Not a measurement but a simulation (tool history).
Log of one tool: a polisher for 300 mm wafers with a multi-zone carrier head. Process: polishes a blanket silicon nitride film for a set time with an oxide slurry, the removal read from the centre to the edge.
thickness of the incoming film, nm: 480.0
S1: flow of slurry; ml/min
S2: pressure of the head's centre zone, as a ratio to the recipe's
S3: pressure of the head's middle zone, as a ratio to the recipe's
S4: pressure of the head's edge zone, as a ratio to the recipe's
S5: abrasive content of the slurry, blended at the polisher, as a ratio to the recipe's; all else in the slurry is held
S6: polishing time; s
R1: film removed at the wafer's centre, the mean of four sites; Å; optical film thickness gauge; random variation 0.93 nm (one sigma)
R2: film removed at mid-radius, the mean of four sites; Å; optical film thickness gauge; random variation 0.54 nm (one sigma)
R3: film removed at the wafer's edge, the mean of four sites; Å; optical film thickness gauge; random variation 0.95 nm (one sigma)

run    day   S1    S2    S3    S4    S5  S6      R1      R2      R3
  1      0  255     1     1     1     1  52  393.58  390.18  391.57
  2  0.158  260     1  1.02  1.01  1.05  53  410.83  422.91  403.24
  3  0.329  255     1  1.02  1.02   1.1  55  435.91   440.4  426.01
  4  0.446  255  1.04  1.02  1.02   1.1  55  447.76  439.48  422.39
  5  0.796  255  1.03  1.02  1.03  1.15  56  473.28   465.3  457.92
  6  0.858  260  1.03  1.03  1.04   1.2  57  483.76  480.42  488.38
  7  0.892  265  1.03  1.05  1.04  1.25  58  525.49  509.65   496.8

Forecast run 8:
  8  1.183  265  1.02  1.06  1.05  1.3  59   ?   ?   ?

Run 8 gave R1 519.07 Å, R2 537.12 Å, R3 526.89 Å.
